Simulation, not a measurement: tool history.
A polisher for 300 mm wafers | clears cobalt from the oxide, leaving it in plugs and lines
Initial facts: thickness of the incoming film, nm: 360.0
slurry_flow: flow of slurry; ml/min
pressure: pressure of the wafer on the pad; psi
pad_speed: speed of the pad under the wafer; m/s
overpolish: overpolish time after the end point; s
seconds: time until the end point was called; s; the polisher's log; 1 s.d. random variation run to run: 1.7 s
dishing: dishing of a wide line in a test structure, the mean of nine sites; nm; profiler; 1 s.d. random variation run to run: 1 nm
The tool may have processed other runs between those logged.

Run 1, hour 0: slurry_flow 275 ml/min, pressure 2.1 psi, pad_speed 0.82 m/s, overpolish 28 s. Result: seconds 89.186 s, dishing 59.236 nm.
Run 2, hour 0.6: slurry_flow 275 ml/min, pressure 2 psi, pad_speed 0.82 m/s, overpolish 31 s. Result: seconds 93.368 s, dishing 59.256 nm.
Run 3, hour 2.8: slurry_flow 275 ml/min, pressure 1.9 psi, pad_speed 0.82 m/s, overpolish 35 s. Result: seconds 99.548 s, dishing 62.195 nm.
Run 4, hour 8.6: slurry_flow 275 ml/min, pressure 1.8 psi, pad_speed 0.82 m/s, overpolish 37 s. Result: seconds 108.48 s, dishing 60.863 nm.
Run 5, hour 13.2: slurry_flow 275 ml/min, pressure 2.2 psi, pad_speed 0.82 m/s, overpolish 37 s. Result: seconds 89.665 s, dishing 65.885 nm.
Run 6, hour 16.5: slurry_flow 275 ml/min, pressure 2.5 psi, pad_speed 0.82 m/s, overpolish 37 s. Result: seconds 78.745 s, dishing 66.347 nm.

Predict the results of run 7:
Run 7, hour 17.5: slurry_flow 275 ml/min, pressure 2.3 psi, pad_speed 0.82 m/s, overpolish 39 s. Result: seconds ?, dishing ?.

For run 7 the tool returned seconds 83.93 s, dishing 66.749 nm.

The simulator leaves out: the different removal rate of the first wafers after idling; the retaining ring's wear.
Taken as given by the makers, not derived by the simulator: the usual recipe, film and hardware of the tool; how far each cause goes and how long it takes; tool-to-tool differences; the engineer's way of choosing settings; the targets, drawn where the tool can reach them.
